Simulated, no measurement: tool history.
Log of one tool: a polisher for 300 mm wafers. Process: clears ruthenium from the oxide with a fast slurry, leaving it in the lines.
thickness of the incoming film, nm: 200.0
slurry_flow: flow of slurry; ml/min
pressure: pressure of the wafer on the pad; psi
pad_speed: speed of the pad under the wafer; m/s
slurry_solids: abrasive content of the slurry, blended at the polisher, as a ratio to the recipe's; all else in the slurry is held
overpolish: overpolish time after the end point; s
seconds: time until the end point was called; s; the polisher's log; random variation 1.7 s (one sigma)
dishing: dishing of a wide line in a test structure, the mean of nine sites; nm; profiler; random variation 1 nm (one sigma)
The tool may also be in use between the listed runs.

run	day	slurry_flow	pressure	pad_speed	slurry_solids	overpolish	seconds	dishing
1	0.000	145	2.0	0.96	1.0	20	84.923	38.155
2	0.342	140	1.9	0.96	1.0	24	93.120	43.839
3	0.425	140	1.9	0.76	1.0	24	115.630	35.305
4	0.525	110	1.9	0.76	1.0	24	118.780	34.169
5	0.742	125	1.9	0.76	1.0	24	115.540	33.496
6	1.033	125	2.0	0.78	1.0	27	107.850	41.739

The next listed run, before its measurement:
7	1.250	125	2.0	0.80	1.0	29	?	?

seconds: 106.970 s
dishing: 45.625 nm
